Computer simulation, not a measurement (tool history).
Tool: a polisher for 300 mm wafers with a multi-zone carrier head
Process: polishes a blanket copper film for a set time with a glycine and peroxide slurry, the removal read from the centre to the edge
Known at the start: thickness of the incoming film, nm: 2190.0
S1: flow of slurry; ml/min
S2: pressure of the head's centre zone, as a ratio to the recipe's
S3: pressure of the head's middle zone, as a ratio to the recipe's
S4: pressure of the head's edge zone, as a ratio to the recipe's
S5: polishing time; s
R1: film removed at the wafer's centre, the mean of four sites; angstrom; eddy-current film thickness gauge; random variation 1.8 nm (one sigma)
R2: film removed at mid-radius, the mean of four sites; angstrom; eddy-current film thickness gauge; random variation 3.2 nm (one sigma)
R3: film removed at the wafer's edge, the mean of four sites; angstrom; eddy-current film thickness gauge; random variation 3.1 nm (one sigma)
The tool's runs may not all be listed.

run,hour,S1,S2,S3,S4,S5,R1,R2,R3
1,0,155,1,1,1,60,1928.3,1879.6,2005.3
2,1.4,155,1,1.04,1,60,1919.4,1964.2,1988.1
3,7.6,120,1,1.04,1,60,1792.9,1862,1895.9
4,16.2,150,1.04,1.04,1.03,61,1982.8,1991.1,1994.3
5,21.1,170,1.06,1.01,1.04,63,2161.4,2081.4,2137
6,28.5,170,1.06,0.94,1.04,63,2145.1,1933.7,2152.1
7,30.4,215,1.16,1,1.14,66,2468,2200.5,2447.4

The next listed run, before its measurement:
8,32.6,220,1.17,1,1.13,66,?,?,?

Run 8 gave R1 2503 angstrom, R2 2245.5 angstrom, R3 2361.8 angstrom.
